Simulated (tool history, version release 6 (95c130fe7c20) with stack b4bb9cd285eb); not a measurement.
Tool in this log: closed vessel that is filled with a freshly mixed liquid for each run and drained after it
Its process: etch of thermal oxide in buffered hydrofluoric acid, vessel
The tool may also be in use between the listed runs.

run	hour	temperature setpoint of the liquid (C)	parts of 40 % ammonium fluoride to one part of 49 % hydrofluoric acid (parts by volume)	time in the liquid (s)	thickness taken off the thermal oxide on a monitor wafer (angstrom)
1	0.0	23.0	12.5	30	254.59
2	1.5	20.5	12.5	30	222.66
3	9.4	19.0	12.5	30	200.17
4	13.5	19.0	10.0	30	252.88
5	18.8	19.0	10.0	30	248.94
6	24.0	19.0	8.0	30	309.68
7	30.3	19.0	8.0	30	305.44
8	34.1	21.5	8.0	30	350.22

Predict the results of run 9:
9	37.3	23.5	8.0	30	?

thickness taken off the thermal oxide on a monitor wafer (angstrom): 395.95
